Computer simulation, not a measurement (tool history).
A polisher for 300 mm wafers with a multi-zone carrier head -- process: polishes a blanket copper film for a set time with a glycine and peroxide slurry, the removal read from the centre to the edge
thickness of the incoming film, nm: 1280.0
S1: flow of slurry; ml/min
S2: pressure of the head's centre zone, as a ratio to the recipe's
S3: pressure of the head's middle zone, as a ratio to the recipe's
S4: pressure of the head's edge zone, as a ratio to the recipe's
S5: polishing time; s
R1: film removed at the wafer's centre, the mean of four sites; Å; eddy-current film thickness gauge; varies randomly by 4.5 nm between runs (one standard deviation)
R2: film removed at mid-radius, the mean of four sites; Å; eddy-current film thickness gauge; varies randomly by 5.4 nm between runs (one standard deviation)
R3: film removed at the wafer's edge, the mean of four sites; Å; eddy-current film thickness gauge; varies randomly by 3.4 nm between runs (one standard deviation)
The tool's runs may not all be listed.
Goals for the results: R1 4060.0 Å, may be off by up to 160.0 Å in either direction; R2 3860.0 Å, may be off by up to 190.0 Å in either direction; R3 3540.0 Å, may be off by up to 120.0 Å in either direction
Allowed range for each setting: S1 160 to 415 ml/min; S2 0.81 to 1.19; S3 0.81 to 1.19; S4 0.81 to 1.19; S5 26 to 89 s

| run | day | S1 | S2 | S3 | S4 | S5 | R1 | R2 | R3 |
|---|---|---|---|---|---|---|---|---|---|
| 1 | 0.000 | 265 | 1.00 | 1.00 | 1.00 | 57 | 2582.5 | 2636.7 | 2626.9 |
| 2 | 0.175 | 265 | 1.00 | 1.00 | 1.08 | 57 | 2530.4 | 2583.3 | 2707.1 |
| 3 | 0.529 | 195 | 1.00 | 1.00 | 1.08 | 57 | 2464.9 | 2486.8 | 2611.4 |
| 4 | 0.871 | 205 | 1.02 | 1.02 | 1.08 | 59 | 2625.3 | 2642.9 | 2698.3 |
| 5 | 1.129 | 205 | 1.02 | 1.05 | 1.08 | 59 | 2635.6 | 2802.3 | 2713.6 |
| 6 | 1.171 | 215 | 1.04 | 1.05 | 1.09 | 61 | 2775.9 | 2852.4 | 2862.8 |
| 7 | 1.192 | 220 | 1.06 | 1.06 | 1.08 | 62 | 2874.7 | 2947.6 | 2883.8 |
| 8 | 1.279 | 225 | 1.08 | 1.07 | 1.07 | 63 | 2992.9 | 3059.5 | 2941.6 |
| 9 | 1.321 | 230 | 1.09 | 1.07 | 1.06 | 64 | 3127.3 | 3079.3 | 2953.7 |
| 10 | 1.671 | 235 | 1.10 | 1.08 | 1.06 | 65 | 3222.8 | 3149.2 | 2949.2 |
| 11 | 1.938 | 240 | 1.11 | 1.09 | 1.07 | 66 | 3275.9 | 3213.1 | 3065.6 |
| 12 | 2.008 | 245 | 1.12 | 1.10 | 1.07 | 67 | 3337.7 | 3351.8 | 3147.8 |

Exactly one of the 5 candidate moves below puts every result within its allowed miss. Which one?
| A | 2.079 | 305 | 0.88 | 1.19 | 1.14 | 75 | ? | ? | ? |
| B | 2.079 | 325 | 0.90 | 1.00 | 1.19 | 62 | ? | ? | ? |
| C | 2.079 | 235 | 1.16 | 1.11 | 1.03 | 77 | ? | ? | ? |
| D | 2.079 | 270 | 1.14 | 1.04 | 1.04 | 73 | ? | ? | ? |
| E | 2.079 | 300 | 1.16 | 0.86 | 1.19 | 74 | ? | ? | ? |

| move | R1 | R2 | R3 |
|---|---|---|---|
| A | 2998.0 | 4026.0 | 3742.1 |
| B | 2547.8 | 2883.9 | 3185.1 |
| C | 3942.8 | 3783.7 | 3580.8 |
| D | 3734.1 | 3445.5 | 3453.5 |
| E | 3891.7 | 3009.3 | 3787.8 |
A: moves away from the targets compared with the last run
B: moves away from the targets compared with the last run
C: in spec on every target
D: gains on the last run, yet a result remains outside its allowed miss
E: roughly where the last run was
The right move is C.
